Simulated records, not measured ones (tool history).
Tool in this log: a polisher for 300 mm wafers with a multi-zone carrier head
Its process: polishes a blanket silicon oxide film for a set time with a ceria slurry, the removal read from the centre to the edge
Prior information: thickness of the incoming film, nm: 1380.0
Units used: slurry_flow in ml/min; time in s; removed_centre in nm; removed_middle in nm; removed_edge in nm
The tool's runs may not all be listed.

| run | hour | slurry_flow | centre_zone | middle_zone | edge_zone | time | removed_centre | removed_middle | removed_edge |
|---|---|---|---|---|---|---|---|---|---|
| 1 | 0.0 | 125 | 1.00 | 1.00 | 1.00 | 80 | 364.39 | 375.14 | 386.64 |
| 2 | 5.0 | 125 | 1.00 | 1.00 | 1.00 | 96 | 436.76 | 450.09 | 452.78 |
| 3 | 7.5 | 125 | 1.00 | 1.06 | 1.00 | 96 | 430.42 | 468.72 | 450.11 |
| 4 | 9.7 | 125 | 1.00 | 1.01 | 1.00 | 96 | 440.30 | 449.83 | 452.85 |
| 5 | 17.6 | 125 | 1.00 | 1.01 | 1.00 | 82 | 373.23 | 390.70 | 396.90 |
| 6 | 18.8 | 125 | 0.97 | 1.01 | 1.00 | 82 | 365.02 | 384.55 | 388.72 |
| 7 | 19.8 | 135 | 0.99 | 1.02 | 1.00 | 82 | 379.56 | 399.17 | 396.32 |

The next listed run, before its measurement:
| 8 | 24.4 | 145 | 1.00 | 1.02 | 1.00 | 82 | ? | ? | ? |

{"run 8": {"removed_centre": 386.6, "removed_middle": 401.14, "removed_edge": 391.36}}
